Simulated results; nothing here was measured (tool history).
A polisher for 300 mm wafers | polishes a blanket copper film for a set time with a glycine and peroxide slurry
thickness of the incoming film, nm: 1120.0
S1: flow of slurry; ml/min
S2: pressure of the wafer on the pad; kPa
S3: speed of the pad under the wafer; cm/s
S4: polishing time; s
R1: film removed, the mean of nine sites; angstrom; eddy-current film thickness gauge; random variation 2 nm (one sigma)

run 1 hour=0 | S1=150 S2=22.8 S3=82 S4=34 | R1=1700.4
run 2 hour=6.3 | S1=120 S2=22.8 S3=82 S4=34 | R1=1668.3
run 3 hour=14.4 | S1=120 S2=20 S3=82 S4=34 | R1=1534.7
run 4 hour=15.1 | S1=120 S2=22.8 S3=82 S4=34 | R1=1652
run 5 hour=18.6 | S1=125 S2=24.1 S3=82 S4=34 | R1=1740.8
run 6 hour=24.2 | S1=125 S2=24.1 S3=82 S4=31 | R1=1627.2
run 7 hour=25.4 | S1=125 S2=25.5 S3=82 S4=31 | R1=1685.1
run 8 hour=29.9 | S1=125 S2=26.9 S3=82 S4=31 | R1=1730.6
run 9 hour=31.6 | S1=125 S2=28.3 S3=82 S4=31 | R1=1795.6
run 10 hour=37 | S1=125 S2=28.3 S3=82 S4=31 | R1=1792.8
run 11 hour=45.9 | S1=125 S2=29.6 S3=82 S4=31 | R1=1872.2
run 12 hour=54.5 | S1=125 S2=30.3 S3=82 S4=31 | R1=1900.4
run 13 hour=61.4 | S1=125 S2=31 S3=82 S4=31 | R1=1929.7
run 14 hour=67.8 | S1=125 S2=31.7 S3=82 S4=31 | R1=1959.7
run 15 hour=71.3 | S1=130 S2=32.4 S3=82 S4=31 | R1=1981
run 16 hour=79.2 | S1=130 S2=33.1 S3=82 S4=31 | R1=2018.6

The next listed run, before its measurement:
run 17 hour=85.6 | S1=130 S2=33.8 S3=82 S4=31 | R1=?

R1: 2054.5 angstrom

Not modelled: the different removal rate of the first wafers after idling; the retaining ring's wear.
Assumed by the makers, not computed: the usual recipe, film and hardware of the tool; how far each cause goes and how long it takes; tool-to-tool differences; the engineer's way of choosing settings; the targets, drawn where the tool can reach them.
